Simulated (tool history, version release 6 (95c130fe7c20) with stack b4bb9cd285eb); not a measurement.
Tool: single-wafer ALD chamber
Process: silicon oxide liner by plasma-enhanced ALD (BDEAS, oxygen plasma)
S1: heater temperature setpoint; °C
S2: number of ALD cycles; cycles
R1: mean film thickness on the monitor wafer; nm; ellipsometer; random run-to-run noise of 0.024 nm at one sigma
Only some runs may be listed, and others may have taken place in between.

run  hour   S1  S2      R1
  1   0.0  320  40  3.8048
  2   5.8  310  40  3.8286
  3   6.8  310  41  3.9447
  4   8.1  310  42  4.0393
  5  10.1  310  40  3.8525
  6  15.9  304  40  3.8434
  7  21.5  304  41  3.9634
  8  27.1  304  42  4.0526

Expected results for the next run?
  9  34.8  304  43   ?

R1: 4.1531 nm
